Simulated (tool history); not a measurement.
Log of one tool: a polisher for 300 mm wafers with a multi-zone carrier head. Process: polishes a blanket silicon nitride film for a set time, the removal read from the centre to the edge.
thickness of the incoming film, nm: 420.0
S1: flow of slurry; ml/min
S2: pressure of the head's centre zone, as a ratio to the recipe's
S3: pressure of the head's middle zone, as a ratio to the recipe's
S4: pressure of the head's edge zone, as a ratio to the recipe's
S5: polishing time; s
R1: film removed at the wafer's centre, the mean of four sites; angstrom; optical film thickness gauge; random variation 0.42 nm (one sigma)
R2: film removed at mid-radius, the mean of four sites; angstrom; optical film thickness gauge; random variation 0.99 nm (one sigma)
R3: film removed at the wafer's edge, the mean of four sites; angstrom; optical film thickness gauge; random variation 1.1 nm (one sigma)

{"run": 1, "hour": 0.0, "S1": 230, "S2": 1.0, "S3": 1.0, "S4": 1.0, "S5": 40, "R1": 900.79, "R2": 916.56, "R3": 898.56}
{"run": 2, "hour": 6.0, "S1": 230, "S2": 1.05, "S3": 1.0, "S4": 1.0, "S5": 40, "R1": 923.39, "R2": 924.6, "R3": 883.6}
{"run": 3, "hour": 11.1, "S1": 215, "S2": 0.98, "S3": 1.03, "S4": 0.99, "S5": 38, "R1": 818.77, "R2": 897.33, "R3": 820.62}
{"run": 4, "hour": 19.4, "S1": 215, "S2": 0.98, "S3": 1.03, "S4": 0.99, "S5": 34, "R1": 733.24, "R2": 775.1, "R3": 743.8}
{"run": 5, "hour": 21.7, "S1": 200, "S2": 0.95, "S3": 1.05, "S4": 1.02, "S5": 34, "R1": 714.46, "R2": 770.56, "R3": 745.25}
{"run": 6, "hour": 22.2, "S1": 200, "S2": 0.95, "S3": 1.05, "S4": 1.02, "S5": 38, "R1": 797.4, "R2": 871.24, "R3": 838.16}
{"run": 7, "hour": 27.5, "S1": 200, "S2": 0.95, "S3": 1.05, "S4": 1.02, "S5": 38, "R1": 800.27, "R2": 876.0, "R3": 819.13}

Forecast run 8:
{"run": 8, "hour": 32.4, "S1": 200, "S2": 0.9, "S3": 1.06, "S4": 1.02, "S5": 37, "R1": "?", "R2": "?", "R3": "?"}

{"run 8": {"R1": 750.45, "R2": 862.61, "R3": 836.51}}
